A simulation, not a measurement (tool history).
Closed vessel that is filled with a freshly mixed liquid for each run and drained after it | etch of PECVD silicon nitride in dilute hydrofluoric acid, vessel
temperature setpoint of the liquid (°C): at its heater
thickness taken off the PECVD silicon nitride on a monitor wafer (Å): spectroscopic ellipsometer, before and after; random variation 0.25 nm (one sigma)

run,day,temperature setpoint of the liquid (°C),parts of water to one part of 49 % hydrofluoric acid (parts by volume),time in the liquid (s),thickness taken off the PECVD silicon nitride on a monitor wafer (Å)
1,0.000,26.0,85,540,193.98
2,0.108,27.5,85,540,209.19
3,0.183,27.5,110,540,161.99
4,0.325,27.5,110,540,166.25
5,0.517,27.5,135,540,132.17
6,0.804,30.5,135,540,159.93
7,1.167,31.5,125,540,182.74
8,1.442,32.0,115,540,205.14

Forecast run 9:
9,1.550,32.5,110,540,?

thickness taken off the PECVD silicon nitride on a monitor wafer (Å): 220.95

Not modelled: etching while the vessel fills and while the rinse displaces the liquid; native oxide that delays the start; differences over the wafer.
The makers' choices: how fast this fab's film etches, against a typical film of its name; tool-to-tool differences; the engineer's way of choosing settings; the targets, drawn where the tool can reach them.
